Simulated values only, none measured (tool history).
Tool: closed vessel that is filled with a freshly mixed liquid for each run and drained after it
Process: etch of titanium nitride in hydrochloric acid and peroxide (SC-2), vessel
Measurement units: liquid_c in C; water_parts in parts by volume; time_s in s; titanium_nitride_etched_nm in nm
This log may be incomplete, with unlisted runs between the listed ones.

Run 1, hour 0: liquid_c 58 C, water_parts 6.5 parts by volume, time_s 290 s. Result: titanium_nitride_etched_nm 13.329 nm.
Run 2, hour 7: liquid_c 57 C, water_parts 6.5 parts by volume, time_s 290 s. Result: titanium_nitride_etched_nm 12.591 nm.
Run 3, hour 14.4: liquid_c 57 C, water_parts 6.5 parts by volume, time_s 290 s. Result: titanium_nitride_etched_nm 12.614 nm.
Run 4, hour 23.5: liquid_c 56 C, water_parts 6.5 parts by volume, time_s 290 s. Result: titanium_nitride_etched_nm 11.808 nm.
Run 5, hour 30.2: liquid_c 60.5 C, water_parts 6.5 parts by volume, time_s 290 s. Result: titanium_nitride_etched_nm 15.589 nm.
Run 6, hour 34.1: liquid_c 59 C, water_parts 6.5 parts by volume, time_s 290 s. Result: titanium_nitride_etched_nm 14.224 nm.
Run 7, hour 36.4: liquid_c 58 C, water_parts 6.5 parts by volume, time_s 290 s. Result: titanium_nitride_etched_nm 13.363 nm.

What does the tool deliver on the next run?
Run 8, hour 39.3: liquid_c 57 C, water_parts 6.5 parts by volume, time_s 290 s. Result: titanium_nitride_etched_nm ?.

Run 8 yielded titanium_nitride_etched_nm 12.512 nm.

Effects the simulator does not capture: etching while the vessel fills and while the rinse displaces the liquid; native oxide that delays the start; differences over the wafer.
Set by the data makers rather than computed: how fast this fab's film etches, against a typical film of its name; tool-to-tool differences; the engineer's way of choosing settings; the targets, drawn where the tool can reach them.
